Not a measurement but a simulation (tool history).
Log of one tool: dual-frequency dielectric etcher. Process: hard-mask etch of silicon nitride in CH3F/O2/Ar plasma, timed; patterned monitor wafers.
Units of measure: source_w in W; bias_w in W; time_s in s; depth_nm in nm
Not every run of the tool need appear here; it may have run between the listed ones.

{"run": 1, "day": 0.0, "source_w": 470, "bias_w": 69, "time_s": 278, "depth_nm": 188.88}
{"run": 2, "day": 0.171, "source_w": 440, "bias_w": 69, "time_s": 278, "depth_nm": 181.66}
{"run": 3, "day": 0.542, "source_w": 400, "bias_w": 69, "time_s": 278, "depth_nm": 174.78}
{"run": 4, "day": 0.638, "source_w": 430, "bias_w": 69, "time_s": 278, "depth_nm": 181.07}
{"run": 5, "day": 0.746, "source_w": 510, "bias_w": 69, "time_s": 278, "depth_nm": 196.58}
{"run": 6, "day": 0.888, "source_w": 520, "bias_w": 69, "time_s": 278, "depth_nm": 198.56}

Run 7 comes next. What will it give?
{"run": 7, "day": 1.154, "source_w": 530, "bias_w": 69, "time_s": 278, "depth_nm": "?"}

depth_nm: 200.84 nm
